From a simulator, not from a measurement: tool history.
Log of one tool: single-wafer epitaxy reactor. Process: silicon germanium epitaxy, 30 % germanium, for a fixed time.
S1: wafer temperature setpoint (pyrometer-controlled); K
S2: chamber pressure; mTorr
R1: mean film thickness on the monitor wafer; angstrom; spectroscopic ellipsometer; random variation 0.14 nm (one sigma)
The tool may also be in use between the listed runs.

Run 1, hour 0: S1 858.15 K, S2 16900 mTorr. Result: R1 492.96 angstrom.
Run 2, hour 0.6: S1 858.15 K, S2 18900 mTorr. Result: R1 521.81 angstrom.
Run 3, hour 5.2: S1 852.15 K, S2 18900 mTorr. Result: R1 475.04 angstrom.
Run 4, hour 9.6: S1 848.15 K, S2 18800 mTorr. Result: R1 439.79 angstrom.
Run 5, hour 13.7: S1 848.15 K, S2 21100 mTorr. Result: R1 468.37 angstrom.
Run 6, hour 19.8: S1 848.15 K, S2 20000 mTorr. Result: R1 455.14 angstrom.
Run 7, hour 23: S1 845.15 K, S2 20000 mTorr. Result: R1 431.56 angstrom.
Run 8, hour 30.7: S1 843.15 K, S2 20000 mTorr. Result: R1 419.73 angstrom.
Run 9, hour 37.5: S1 842.15 K, S2 20000 mTorr. Result: R1 412.66 angstrom.

Run 10 comes next. What will it give?
Run 10, hour 39.4: S1 841.15 K, S2 20000 mTorr. Result: R1 ?.

{"run 10": {"R1": 404.56}}

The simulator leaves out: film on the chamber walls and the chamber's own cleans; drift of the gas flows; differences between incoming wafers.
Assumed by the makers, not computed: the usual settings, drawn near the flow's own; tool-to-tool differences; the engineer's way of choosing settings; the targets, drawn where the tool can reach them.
